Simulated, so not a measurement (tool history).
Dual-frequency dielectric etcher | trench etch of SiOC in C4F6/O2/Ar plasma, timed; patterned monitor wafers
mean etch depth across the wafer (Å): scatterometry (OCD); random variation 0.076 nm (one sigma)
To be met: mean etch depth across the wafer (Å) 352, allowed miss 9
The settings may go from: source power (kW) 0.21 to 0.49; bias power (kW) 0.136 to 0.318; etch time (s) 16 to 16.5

run,hour,source power (kW),bias power (kW),etch time (s),mean etch depth across the wafer (Å)
1,0,0.35,0.227,16,288.55
2,4.6,0.38,0.238,16,303.89
3,11.8,0.4,0.245,16,315
4,18.3,0.4,0.245,16,314.1
5,26.2,0.34,0.245,16,293.06
6,31.5,0.34,0.245,16.5,301.8
7,33.7,0.37,0.25,16.5,316.31
8,37.7,0.39,0.254,16.5,325.6
9,46.6,0.4,0.257,16.5,331.32

Which of these 4 next moves meets every target?
A,55.5,0.49,0.25,16,?
B,55.5,0.41,0.25,16.5,?
C,55.5,0.39,0.274,16.5,?
D,55.5,0.44,0.236,16.5,?

move,mean etch depth across the wafer (Å)
A,347.61
B,330.87
C,334.82
D,334.37
A: meets every target
B: as far off as the last run
C: nearer than the last run, and not there yet
D: nearer than the last run, and not there yet
The right move is A.

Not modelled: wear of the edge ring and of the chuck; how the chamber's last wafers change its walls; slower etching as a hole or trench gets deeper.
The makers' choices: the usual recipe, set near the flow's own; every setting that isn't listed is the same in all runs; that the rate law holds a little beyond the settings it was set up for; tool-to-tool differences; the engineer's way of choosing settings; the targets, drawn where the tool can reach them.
